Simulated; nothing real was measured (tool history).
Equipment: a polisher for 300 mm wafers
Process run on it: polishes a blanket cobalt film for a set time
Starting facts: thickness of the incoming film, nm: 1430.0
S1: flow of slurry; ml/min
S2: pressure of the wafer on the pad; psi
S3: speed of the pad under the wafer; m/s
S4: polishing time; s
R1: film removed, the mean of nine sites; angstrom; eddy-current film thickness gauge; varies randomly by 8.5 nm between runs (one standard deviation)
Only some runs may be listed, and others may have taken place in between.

| run | hour | S1 | S2 | S3 | S4 | R1 |
|---|---|---|---|---|---|---|
| 1 | 0 | 185 | 2.5 | 1.26 | 53 | 3712.3 |
| 2 | 6.8 | 185 | 2.9 | 1.3 | 53 | 4512.1 |
| 3 | 13.9 | 185 | 3.2 | 1.32 | 53 | 4948.8 |
| 4 | 19.5 | 185 | 3.2 | 1.32 | 53 | 4916.8 |
| 5 | 22.1 | 185 | 3.2 | 1.06 | 53 | 4051.1 |
|  | 25.7 | head pressure recalibrated |
| 6 | 25.7 | 185 | 3.4 | 1.18 | 53 | 5039 |
| 7 | 30 | 190 | 3.9 | 1.3 | 53 | 6480.3 |

For run 8, what comes out?
| 8 | 33.1 | 190 | 3.9 | 1.34 | 53 | ? |

{"run 8": {"R1": 6534.4}}
